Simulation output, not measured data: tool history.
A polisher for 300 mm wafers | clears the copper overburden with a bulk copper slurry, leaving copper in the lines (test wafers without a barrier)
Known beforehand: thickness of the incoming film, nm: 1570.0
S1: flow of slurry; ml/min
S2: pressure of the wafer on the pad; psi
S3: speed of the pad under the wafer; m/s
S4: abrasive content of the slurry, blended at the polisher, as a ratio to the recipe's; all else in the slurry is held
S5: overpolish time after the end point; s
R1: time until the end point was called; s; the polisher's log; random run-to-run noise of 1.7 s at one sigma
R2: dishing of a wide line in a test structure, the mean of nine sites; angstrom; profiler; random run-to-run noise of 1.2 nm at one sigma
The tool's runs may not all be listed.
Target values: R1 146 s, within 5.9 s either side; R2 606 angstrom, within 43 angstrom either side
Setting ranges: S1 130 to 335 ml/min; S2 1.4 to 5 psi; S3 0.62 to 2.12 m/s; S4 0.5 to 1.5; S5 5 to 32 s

run	day	S1	S2	S3	S4	S5	R1	R2
1	0	215	3.2	1.36	1	16	121.84	966.55
2	0.121	215	3.2	1.36	0.95	16	120.45	926.99
3	0.275	170	3.2	1.36	0.95	16	124.88	920.71
4	0.608	170	3.1	1.36	0.95	14	128.84	882.43
5	0.929	170	3.1	1.7	0.95	14	102.44	954.48
6	1.021	130	3.1	1.7	0.95	14	103.96	952.8
7	1.15	130	3.1	1.7	0.95	14	107.17	973.92
8	1.267	135	2.9	1.7	0.95	13	114.12	875.47
9	1.388	135	2.8	1.7	0.95	12	117.24	794.96
10	1.588	135	2.7	1.7	0.95	12	120.71	781.83
11	1.871	135	2.6	1.7	0.95	12	126.48	775.84
12	2.004	135	2.6	1.7	0.95	12	123.27	772.72
13	2.158	135	2.5	1.7	0.95	12	128.89	747.51
14	2.508	135	2.4	1.7	0.95	12	136.02	732.03
15	2.625	135	2.4	1.7	0.95	11	136.27	673.46

Below are 4 possible settings for the next run. Only one of them brings all results inside the allowed miss of their targets. Which is it?
A	2.742	135	1.9	1.8	0.85	17	?	?
B	2.742	135	2.3	1.78	1	9	?	?
C	2.742	130	1.8	1.9	0.75	17	?	?
D	2.742	155	1.9	2	0.85	10	?	?

move	R1	R2
A	165.79	759.95
B	135.91	599.64
C	169.5	742.55
D	147.63	592.8
A: moves the result that the last run missed by most past its target, out the other side
B: just as far off the targets as the last run
C: moves the result that the last run missed by most past its target, out the other side
D: hits every target within its allowed miss
Go with D: it meets all targets.
